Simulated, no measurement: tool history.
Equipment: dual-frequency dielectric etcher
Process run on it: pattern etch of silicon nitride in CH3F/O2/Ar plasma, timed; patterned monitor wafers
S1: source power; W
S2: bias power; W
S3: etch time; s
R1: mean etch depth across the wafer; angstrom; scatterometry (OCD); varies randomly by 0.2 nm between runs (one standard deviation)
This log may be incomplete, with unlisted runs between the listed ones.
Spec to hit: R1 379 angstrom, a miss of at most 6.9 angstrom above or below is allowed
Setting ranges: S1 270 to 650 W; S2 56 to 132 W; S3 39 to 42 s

{"run": 1, "hour": 0.0, "S1": 460, "S2": 94, "S3": 42, "R1": 328.74}
{"run": 2, "hour": 4.5, "S1": 460, "S2": 94, "S3": 42, "R1": 327.37}
{"run": 3, "hour": 8.6, "S1": 460, "S2": 94, "S3": 39, "R1": 309.4}
{"run": 4, "hour": 17.6, "S1": 460, "S2": 106, "S3": 39, "R1": 320.33}
{"run": 5, "hour": 24.2, "S1": 500, "S2": 109, "S3": 39, "R1": 331.78}
{"run": 6, "hour": 27.0, "S1": 500, "S2": 109, "S3": 39, "R1": 332.07}
{"run": 7, "hour": 33.2, "S1": 530, "S2": 112, "S3": 39, "R1": 343.12}
{"run": 8, "hour": 38.6, "S1": 560, "S2": 114, "S3": 39, "R1": 347.35}
{"run": 9, "hour": 43.2, "S1": 580, "S2": 118, "S3": 39, "R1": 359.5}
{"run": 10, "hour": 47.7, "S1": 590, "S2": 119, "S3": 39, "R1": 362.32}

5 next moves are on the table. One of them brings every result within its allowed miss. Which?
{"run": "A", "hour": 52.2, "S1": 650, "S2": 123, "S3": 41, "R1": "?"}
{"run": "B", "hour": 52.2, "S1": 650, "S2": 116, "S3": 40, "R1": "?"}
{"run": "C", "hour": 52.2, "S1": 500, "S2": 130, "S3": 40.5, "R1": "?"}
{"run": "D", "hour": 52.2, "S1": 620, "S2": 115, "S3": 39, "R1": "?"}
{"run": "E", "hour": 52.2, "S1": 590, "S2": 115, "S3": 39, "R1": "?"}

move=A R1=396.59
move=B R1=378.57
move=C R1=368.78
move=D R1=362.43
move=E R1=356.81
A: moves the result that the last run missed by most past its target, out the other side
B: every result lands within tolerance
C: closer than the last run, but not yet in spec
D: about the same distance from the targets as the last run
E: misses by more than the last run did
Correct choice: B, which meets every target

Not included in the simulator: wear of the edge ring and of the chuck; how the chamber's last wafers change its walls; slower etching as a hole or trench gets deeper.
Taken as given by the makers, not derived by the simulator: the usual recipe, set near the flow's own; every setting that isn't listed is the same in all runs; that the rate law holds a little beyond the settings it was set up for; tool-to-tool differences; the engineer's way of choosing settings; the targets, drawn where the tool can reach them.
